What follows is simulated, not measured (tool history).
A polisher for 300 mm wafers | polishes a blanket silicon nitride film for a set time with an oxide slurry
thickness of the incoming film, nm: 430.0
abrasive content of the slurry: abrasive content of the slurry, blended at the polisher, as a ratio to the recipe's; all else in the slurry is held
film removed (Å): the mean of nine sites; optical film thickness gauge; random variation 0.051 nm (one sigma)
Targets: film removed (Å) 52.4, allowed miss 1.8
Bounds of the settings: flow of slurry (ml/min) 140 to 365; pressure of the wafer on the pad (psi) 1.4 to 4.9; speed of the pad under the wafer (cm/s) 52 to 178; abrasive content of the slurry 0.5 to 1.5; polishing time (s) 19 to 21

| run | day | flow of slurry (ml/min) | pressure of the wafer on the pad (psi) | speed of the pad under the wafer (cm/s) | abrasive content of the slurry | polishing time (s) | film removed (Å) |
|---|---|---|---|---|---|---|---|
| 1 | 0 | 235 | 3.1 | 114 | 1 | 21 | 129.54 |
| 2 | 0.362 | 235 | 3.1 | 114 | 1 | 21 | 127.65 |
| 3 | 0.704 | 235 | 3.1 | 114 | 1.15 | 21 | 136.74 |
| 4 | 1.021 | 235 | 3.1 | 114 | 1.15 | 19 | 124.07 |
| 5 | 1.221 | 235 | 2.6 | 102 | 1.15 | 19 | 99.184 |
| 6 | 1.558 | 235 | 2.3 | 92 | 1.15 | 19 | 82.977 |
| 7 | 1.812 | 235 | 2 | 86 | 1.15 | 19 | 68.776 |
| 8 | 2.183 | 235 | 1.8 | 84 | 1.15 | 19 | 61.67 |
| 9 | 2.425 | 235 | 1.7 | 84 | 1.15 | 19 | 59.048 |
| 10 | 2.525 | 235 | 1.6 | 84 | 1.15 | 19 | 55.884 |

Which of these 5 next moves meets every target?
| A | 2.625 | 245 | 1.8 | 80 | 1.05 | 20 | ? |
| B | 2.625 | 275 | 1.5 | 86 | 1.3 | 20 | ? |
| C | 2.625 | 205 | 1.5 | 86 | 1.15 | 19 | ? |
| D | 2.625 | 245 | 2.1 | 54 | 1.4 | 19 | ? |
| E | 2.625 | 280 | 1.6 | 74 | 1.15 | 21 | ? |

| move | film removed (Å) |
|---|---|
| A | 61.93 |
| B | 59.769 |
| C | 52.196 |
| D | 62.941 |
| E | 58.856 |
A: further off than the last run
B: further off than the last run
C: meets every target
D: further off than the last run
E: further off than the last run
The right move is C.

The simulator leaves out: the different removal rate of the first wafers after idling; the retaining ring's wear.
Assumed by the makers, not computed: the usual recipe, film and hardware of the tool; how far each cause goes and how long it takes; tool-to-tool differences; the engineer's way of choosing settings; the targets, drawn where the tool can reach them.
